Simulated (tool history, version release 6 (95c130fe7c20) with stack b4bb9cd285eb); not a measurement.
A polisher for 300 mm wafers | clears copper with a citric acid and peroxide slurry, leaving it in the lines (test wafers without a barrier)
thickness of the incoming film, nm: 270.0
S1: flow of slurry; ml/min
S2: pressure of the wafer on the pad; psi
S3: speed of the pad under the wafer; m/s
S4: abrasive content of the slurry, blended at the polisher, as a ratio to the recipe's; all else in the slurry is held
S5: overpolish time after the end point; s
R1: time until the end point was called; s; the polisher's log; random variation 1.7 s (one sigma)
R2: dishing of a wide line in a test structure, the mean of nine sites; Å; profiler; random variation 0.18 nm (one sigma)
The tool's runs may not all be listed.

run	day	S1	S2	S3	S4	S5	R1	R2
1	0.000	210	3.9	1.08	1.0	9	82.183	226.58
2	0.258	210	3.4	1.08	1.0	9	92.202	205.23
3	0.329	210	3.4	1.08	1.0	7	92.206	158.45
4	0.600	210	3.4	1.08	1.2	7	86.960	161.46
5	0.679	210	3.8	1.08	1.2	7	79.059	181.04
6	0.825	205	3.6	1.08	1.2	7	84.649	172.93
7	0.942	200	3.4	1.08	1.2	7	89.568	162.68
8	1.000	195	3.3	1.08	1.2	7	91.932	156.96
9	1.150	195	3.3	1.08	1.2	7	90.357	160.45
10	1.462	195	3.3	1.08	1.2	7	92.932	156.65
11	1.746	190	3.2	1.08	1.2	7	92.819	157.65
12	1.871	190	3.1	1.08	1.2	7	99.643	153.42
13	2.167	185	3.0	1.08	1.2	7	103.940	142.75

Forecast run 14:
14	2.421	150	2.1	1.06	1.2	10	?	?

Run 14 gave R1 149.140 s, R2 140.82 Å.
